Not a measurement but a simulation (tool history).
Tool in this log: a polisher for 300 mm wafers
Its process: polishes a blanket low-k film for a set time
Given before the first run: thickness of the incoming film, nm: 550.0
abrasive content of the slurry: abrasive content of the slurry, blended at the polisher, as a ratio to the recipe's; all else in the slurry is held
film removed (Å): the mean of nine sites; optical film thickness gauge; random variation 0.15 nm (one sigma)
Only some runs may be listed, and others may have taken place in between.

| run | day | flow of slurry (ml/min) | pressure of the wafer on the pad (psi) | speed of the pad under the wafer (cm/s) | abrasive content of the slurry | polishing time (s) | film removed (Å) |
|---|---|---|---|---|---|---|---|
| 1 | 0 | 170 | 1.6 | 90 | 1 | 38 | 98.929 |
| 2 | 0.342 | 170 | 1.6 | 80 | 1 | 38 | 89.43 |
| 3 | 0.508 | 170 | 1.7 | 80 | 1 | 38 | 93.917 |
| 4 | 0.688 | 170 | 1.7 | 64 | 1 | 38 | 78.27 |
| 5 | 0.725 | 170 | 1.7 | 64 | 1.2 | 38 | 85.116 |
| 6 | 0.783 | 170 | 1.7 | 76 | 1.2 | 38 | 97.658 |
| 7 | 0.825 | 170 | 1.8 | 76 | 1.2 | 38 | 101.22 |

What will run 8 give?
| 8 | 1.158 | 170 | 1.9 | 76 | 1.2 | 38 | ? |

Run 8 produced film removed (Å) 106.21.
